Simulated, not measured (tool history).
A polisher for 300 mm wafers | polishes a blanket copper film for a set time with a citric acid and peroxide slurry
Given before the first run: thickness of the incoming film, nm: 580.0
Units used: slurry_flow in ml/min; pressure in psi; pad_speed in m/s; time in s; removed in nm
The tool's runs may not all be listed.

Run 1, hour 0: slurry_flow 270 ml/min, pressure 2.3 psi, pad_speed 1.08 m/s, slurry_solids 1, time 19 s. Result: removed 41.213 nm.
Run 2, hour 3.8: slurry_flow 270 ml/min, pressure 2.3 psi, pad_speed 1.08 m/s, slurry_solids 0.8, time 19 s. Result: removed 40.854 nm.
Run 3, hour 12.1: slurry_flow 270 ml/min, pressure 2.1 psi, pad_speed 1.08 m/s, slurry_solids 0.8, time 19 s. Result: removed 36.579 nm.
Run 4, hour 15.7: slurry_flow 270 ml/min, pressure 2.1 psi, pad_speed 1.26 m/s, slurry_solids 0.8, time 19 s. Result: removed 42.892 nm.
Run 5, hour 23.9: slurry_flow 270 ml/min, pressure 2.5 psi, pad_speed 1.26 m/s, slurry_solids 0.8, time 19 s. Result: removed 50.391 nm.
Run 6, hour 30.9: slurry_flow 270 ml/min, pressure 2.5 psi, pad_speed 1.26 m/s, slurry_solids 0.8, time 19 s. Result: removed 50.761 nm.
Run 7, hour 33.7: slurry_flow 270 ml/min, pressure 1.9 psi, pad_speed 1.12 m/s, slurry_solids 0.8, time 19 s. Result: removed 35.094 nm.

Estimate the outcome of run 8 from the log above:
Run 8, hour 35: slurry_flow 270 ml/min, pressure 1.8 psi, pad_speed 1.12 m/s, slurry_solids 0.8, time 19 s. Result: removed ?.

{"run 8": {"removed": 33.863}}
